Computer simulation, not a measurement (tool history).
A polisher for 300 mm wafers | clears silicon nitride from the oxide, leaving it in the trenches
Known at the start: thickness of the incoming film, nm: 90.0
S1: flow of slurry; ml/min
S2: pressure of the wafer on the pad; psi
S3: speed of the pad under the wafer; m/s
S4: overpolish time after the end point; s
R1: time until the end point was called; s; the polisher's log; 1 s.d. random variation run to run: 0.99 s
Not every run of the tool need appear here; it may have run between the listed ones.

run 1 hour=0 | S1=185 S2=3.2 S3=1.22 S4=5 | R1=72.974
run 2 hour=0.9 | S1=185 S2=3.9 S3=1.22 S4=5 | R1=60.084
run 3 hour=2.2 | S1=185 S2=3.6 S3=1.22 S4=5 | R1=64.01
run 4 hour=6.9 | S1=185 S2=3.6 S3=1.22 S4=5 | R1=65.829
run 5 hour=11.7 | S1=185 S2=3.6 S3=1.4 S4=5 | R1=58.751
run 6 hour=17.7 | S1=185 S2=3.2 S3=1.4 S4=5 | R1=65.171
run 7 hour=25.4 | S1=185 S2=2.9 S3=1.4 S4=5 | R1=71.105
run 8 hour=30.5 | S1=185 S2=2.7 S3=1.4 S4=5 | R1=77.91
run 9 hour=36.1 | S1=185 S2=2.5 S3=1.4 S4=5 | R1=81.792

Estimate the outcome of run 10 from the log above:
run 10 hour=44.8 | S1=185 S2=2.4 S3=1.4 S4=5 | R1=?

R1: 86.882 s
